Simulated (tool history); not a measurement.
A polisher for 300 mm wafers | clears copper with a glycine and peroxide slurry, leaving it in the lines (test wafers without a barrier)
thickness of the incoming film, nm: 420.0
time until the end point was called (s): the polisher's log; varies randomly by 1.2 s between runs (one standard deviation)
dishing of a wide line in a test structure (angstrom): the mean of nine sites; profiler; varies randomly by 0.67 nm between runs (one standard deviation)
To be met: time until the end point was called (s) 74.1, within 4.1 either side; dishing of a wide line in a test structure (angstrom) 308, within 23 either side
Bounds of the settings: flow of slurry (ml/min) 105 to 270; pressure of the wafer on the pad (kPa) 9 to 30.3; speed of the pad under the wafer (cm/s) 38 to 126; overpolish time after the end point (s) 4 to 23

run    day  flow of slurry (ml/min)  pressure of the wafer on the pad (kPa)  speed of the pad under the wafer (cm/s)  overpolish time after the end point (s)  time until the end point was called (s)  dishing of a wide line in a test structure (angstrom)
  1      0                      175                                    19.3                                       82                                       12                                   78.758                                                 401.04
  2  0.225                      175                                    19.3                                       82                                       11                                   79.436                                                 380.39
  3  0.558                      135                                    19.3                                       82                                       11                                   83.027                                                  349.9
  4    0.8                      135                                      20                                       82                                       10                                   80.728                                                 347.38
  5  1.058                      135                                      20                                       82                                        9                                   80.849                                                 318.71
  6  1.392                      135                                      20                                       68                                        9                                   91.357                                                 275.45
  7  1.475                      135                                      20                                       68                                        9                                   90.675                                                 289.33
  8  1.617                      140                                    20.7                                       68                                        9                                   88.986                                                  291.3
  9  1.854                      140                                    25.5                                       70                                        7                                   73.223                                                 282.98

Which single option among these 4 for the next run brings every result within its allowed miss of target? Just one does.
  A  2.092                      140                                    25.5                                       68                                        7                                        ?                                                      ?
  B  2.092                      115                                    26.2                                       76                                        6                                        ?                                                      ?
  C  2.092                      110                                    22.1                                       84                                        7                                        ?                                                      ?
  D  2.092                      145                                    26.9                                       64                                        8                                        ?                                                      ?

move  time until the end point was called (s)  dishing of a wide line in a test structure (angstrom)
   A                                   73.908                                                 261.82
   B                                   70.536                                                 237.28
   C                                   77.023                                                 251.08
   D                                   73.005                                                 298.87
A: lands further from the targets than the last run did
B: lands further from the targets than the last run did
C: lands further from the targets than the last run did
D: each result inside its tolerance
D meets every target.
